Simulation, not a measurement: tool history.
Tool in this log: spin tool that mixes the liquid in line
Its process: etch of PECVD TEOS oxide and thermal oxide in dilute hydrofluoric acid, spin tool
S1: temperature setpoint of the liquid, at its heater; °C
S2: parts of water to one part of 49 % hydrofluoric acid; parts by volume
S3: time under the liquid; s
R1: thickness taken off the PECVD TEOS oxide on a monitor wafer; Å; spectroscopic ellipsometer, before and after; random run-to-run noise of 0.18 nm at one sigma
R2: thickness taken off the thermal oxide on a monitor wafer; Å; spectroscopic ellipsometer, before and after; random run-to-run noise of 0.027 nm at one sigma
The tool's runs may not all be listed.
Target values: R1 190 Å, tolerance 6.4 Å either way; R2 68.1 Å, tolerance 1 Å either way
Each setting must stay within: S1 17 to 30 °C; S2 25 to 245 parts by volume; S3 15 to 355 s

{"run": 1, "hour": 0.0, "S1": 22, "S2": 135, "S3": 180, "R1": 132.82, "R2": 47.51}
{"run": 2, "hour": 9.0, "S1": 24, "S2": 135, "S3": 180, "R1": 142.52, "R2": 51.567}
{"run": 3, "hour": 13.7, "S1": 21, "S2": 135, "S3": 180, "R1": 126.38, "R2": 45.629}
{"run": 4, "hour": 21.0, "S1": 21, "S2": 135, "S3": 255, "R1": 181.92, "R2": 64.607}
{"run": 5, "hour": 28.4, "S1": 21, "S2": 135, "S3": 315, "R1": 223.06, "R2": 79.915}
{"run": 6, "hour": 33.8, "S1": 20, "S2": 135, "S3": 315, "R1": 218.14, "R2": 76.764}
{"run": 7, "hour": 39.6, "S1": 19.5, "S2": 135, "S3": 315, "R1": 209.99, "R2": 75.563}
{"run": 8, "hour": 41.5, "S1": 19, "S2": 135, "S3": 315, "R1": 206.57, "R2": 74.253}

Pick the move, out of 4, that brings all results within their allowed miss; only one does.
{"run": "A", "hour": 43.4, "S1": 26.5, "S2": 185, "S3": 330, "R1": "?", "R2": "?"}
{"run": "B", "hour": 43.4, "S1": 19, "S2": 155, "S3": 340, "R1": "?", "R2": "?"}
{"run": "C", "hour": 43.4, "S1": 27.5, "S2": 195, "S3": 340, "R1": "?", "R2": "?"}
{"run": "D", "hour": 43.4, "S1": 24.5, "S2": 185, "S3": 355, "R1": "?", "R2": "?"}

move=A R1=200.22 R2=71.432
move=B R1=190.97 R2=68.135
move=C R1=200.53 R2=71.545
move=D R1=200.13 R2=71.401
A: an improvement on the last run, though not all results are within tolerance
B: in spec on every target
C: an improvement on the last run, though not all results are within tolerance
D: an improvement on the last run, though not all results are within tolerance
The move that meets every target is B.
